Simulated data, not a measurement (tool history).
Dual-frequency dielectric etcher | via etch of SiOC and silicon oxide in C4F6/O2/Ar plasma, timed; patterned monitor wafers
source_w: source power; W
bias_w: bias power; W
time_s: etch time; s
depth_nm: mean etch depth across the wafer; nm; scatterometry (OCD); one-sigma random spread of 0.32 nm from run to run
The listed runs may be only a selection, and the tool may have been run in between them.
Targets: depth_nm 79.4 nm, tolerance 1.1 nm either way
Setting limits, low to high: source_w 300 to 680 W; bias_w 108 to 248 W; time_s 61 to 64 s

| run | hour | source_w | bias_w | time_s | depth_nm |
|---|---|---|---|---|---|
| 1 | 0 | 490 | 178 | 61 | 71.688 |
| 2 | 3.6 | 520 | 179 | 61 | 72.938 |
| 3 | 9.6 | 520 | 179 | 64 | 76.372 |
| 4 | 16.3 | 520 | 179 | 64 | 76.641 |
| 5 | 20.9 | 480 | 179 | 64 | 74.504 |
| 6 | 24 | 480 | 179 | 61 | 71.325 |
| 7 | 30.1 | 520 | 182 | 61 | 73.2 |
| 8 | 37.8 | 550 | 183 | 61 | 74.447 |
| 9 | 41.7 | 570 | 184 | 61 | 75.687 |
| 10 | 49.2 | 570 | 184 | 61 | 76.015 |
| 11 | 54.3 | 580 | 185 | 61 | 76.417 |
| 12 | 59.4 | 590 | 186 | 61 | 76.643 |
| 13 | 61.7 | 600 | 187 | 61 | 76.809 |
| 14 | 65.8 | 610 | 188 | 61 | 77.82 |
| 15 | 67.8 | 620 | 188 | 61 | 78.293 |

Which one of the following 5 next-run settings gets every result inside its allowed miss? There is exactly one.
| A | 69.8 | 640 | 185 | 61.5 | ? |
| B | 69.8 | 560 | 202 | 61 | ? |
| C | 69.8 | 590 | 178 | 61.5 | ? |
| D | 69.8 | 630 | 168 | 61.5 | ? |
| E | 69.8 | 610 | 183 | 61.5 | ? |

| move | depth_nm |
|---|---|
| A | 79.291 |
| B | 77.481 |
| C | 76.358 |
| D | 76.625 |
| E | 77.824 |
A: in spec on every target
B: the biggest miss grows against the last run
C: the biggest miss grows against the last run
D: the biggest miss grows against the last run
E: the biggest miss grows against the last run
Correct choice: A, which meets every target
